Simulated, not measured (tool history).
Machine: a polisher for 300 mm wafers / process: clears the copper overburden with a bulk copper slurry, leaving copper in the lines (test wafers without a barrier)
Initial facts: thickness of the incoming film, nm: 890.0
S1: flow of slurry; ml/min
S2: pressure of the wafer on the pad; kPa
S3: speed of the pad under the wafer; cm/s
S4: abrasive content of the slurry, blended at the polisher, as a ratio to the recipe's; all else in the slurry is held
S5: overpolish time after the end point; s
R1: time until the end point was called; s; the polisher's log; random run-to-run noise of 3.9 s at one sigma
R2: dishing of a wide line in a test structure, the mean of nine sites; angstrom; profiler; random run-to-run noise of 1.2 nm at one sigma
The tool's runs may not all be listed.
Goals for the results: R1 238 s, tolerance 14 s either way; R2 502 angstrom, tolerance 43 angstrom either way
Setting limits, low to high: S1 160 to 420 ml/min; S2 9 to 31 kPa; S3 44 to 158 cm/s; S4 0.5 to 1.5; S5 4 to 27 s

run 1 hour=0 | S1=270 S2=20 S3=100 S4=1 S5=14 | R1=118.4 R2=639.89
run 2 hour=3 | S1=270 S2=20 S3=100 S4=1 S5=18 | R1=117.67 R2=739.64
run 3 hour=7.5 | S1=270 S2=17.9 S3=96 S4=1 S5=19 | R1=137.65 R2=715.2
run 4 hour=11.1 | S1=270 S2=17.9 S3=120 S4=1 S5=19 | R1=106.09 R2=826.23
run 5 hour=17.1 | S1=270 S2=20.7 S3=120 S4=1 S5=19 | R1=93.106 R2=829.49
run 6 hour=23.9 | S1=270 S2=20.7 S3=136 S4=1 S5=19 | R1=83.433 R2=896.74
run 7 hour=24.5 | S1=265 S2=18.6 S3=124 S4=1 S5=18 | R1=103.78 R2=820.77
run 8 hour=32.1 | S1=265 S2=16.5 S3=116 S4=1 S5=17 | R1=121.94 R2=702.8
run 9 hour=33.1 | S1=260 S2=15.2 S3=110 S4=1 S5=17 | R1=137.43 R2=624.49
run 10 hour=38.1 | S1=260 S2=13.8 S3=104 S4=1 S5=18 | R1=159.61 R2=611.49
run 11 hour=45.1 | S1=260 S2=13.1 S3=102 S4=1 S5=18 | R1=175.64 R2=553.26
run 12 hour=48.4 | S1=260 S2=12.4 S3=100 S4=1 S5=19 | R1=177.94 R2=586.63
run 13 hour=52.7 | S1=260 S2=11.7 S3=98 S4=1 S5=19 | R1=190.64 R2=512.43
run 14 hour=57.9 | S1=260 S2=11 S3=96 S4=1 S5=20 | R1=206.69 R2=515.08
run 15 hour=62.9 | S1=260 S2=10.3 S3=96 S4=1 S5=21 | R1=222.05 R2=514.49

Exactly one of the 5 candidate moves below puts every result within its allowed miss. Which one?
run A hour=67.9 | S1=280 S2=9 S3=92 S4=0.75 S5=26 | R1=? R2=?
run B hour=67.9 | S1=230 S2=11 S3=102 S4=0.9 S5=19 | R1=? R2=?
run C hour=67.9 | S1=270 S2=11 S3=76 S4=0.95 S5=25 | R1=? R2=?
run D hour=67.9 | S1=295 S2=11.7 S3=80 S4=1.05 S5=22 | R1=? R2=?
run E hour=67.9 | S1=270 S2=9 S3=88 S4=1.1 S5=19 | R1=? R2=?

move=A R1=289.32 R2=506.02
move=B R1=214.18 R2=512.27
move=C R1=275.55 R2=520.54
move=D R1=240.52 R2=526.69
move=E R1=276.73 R2=416.08
A: takes the biggest miss from the last run beyond its target
B: misses by more than the last run did
C: takes the biggest miss from the last run beyond its target
D: every result lands within tolerance
E: takes the biggest miss from the last run beyond its target
The move that meets every target is D.
